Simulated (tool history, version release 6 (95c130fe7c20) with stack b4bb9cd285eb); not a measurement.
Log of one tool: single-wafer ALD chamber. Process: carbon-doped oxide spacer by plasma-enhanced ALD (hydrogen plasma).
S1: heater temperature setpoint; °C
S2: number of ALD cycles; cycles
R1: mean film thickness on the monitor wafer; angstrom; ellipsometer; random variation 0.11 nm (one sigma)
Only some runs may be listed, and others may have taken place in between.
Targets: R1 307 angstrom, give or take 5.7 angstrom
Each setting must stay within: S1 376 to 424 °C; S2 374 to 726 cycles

{"run": 1, "day": 0.0, "S1": 400, "S2": 550, "R1": 270.29}
{"run": 2, "day": 0.317, "S1": 408, "S2": 550, "R1": 263.23}
{"run": 3, "day": 0.45, "S1": 406, "S2": 557, "R1": 268.63}
{"run": 4, "day": 0.646, "S1": 404, "S2": 564, "R1": 275.56}
{"run": 5, "day": 0.958, "S1": 402, "S2": 568, "R1": 277.12}
{"run": 6, "day": 1.217, "S1": 401, "S2": 573, "R1": 280.32}
{"run": 7, "day": 1.471, "S1": 400, "S2": 578, "R1": 284.28}
{"run": 8, "day": 1.629, "S1": 400, "S2": 578, "R1": 284.03}

Exercise: of the 5 proposed moves below, exactly one satisfies all targets within the stated allowed misses. Which move is it?
{"run": "A", "day": 1.788, "S1": 413, "S2": 649, "R1": "?"}
{"run": "B", "day": 1.788, "S1": 408, "S2": 607, "R1": "?"}
{"run": "C", "day": 1.788, "S1": 396, "S2": 589, "R1": "?"}
{"run": "D", "day": 1.788, "S1": 411, "S2": 619, "R1": "?"}
{"run": "E", "day": 1.788, "S1": 403, "S2": 603, "R1": "?"}

move=A R1=306.99
move=B R1=291.51
move=C R1=289.68
move=D R1=294.59
move=E R1=293.95
A: meets every target
B: closes in on the targets versus the last run, not all within tolerance yet
C: closes in on the targets versus the last run, not all within tolerance yet
D: closes in on the targets versus the last run, not all within tolerance yet
E: closes in on the targets versus the last run, not all within tolerance yet
Go with A: it meets all targets.
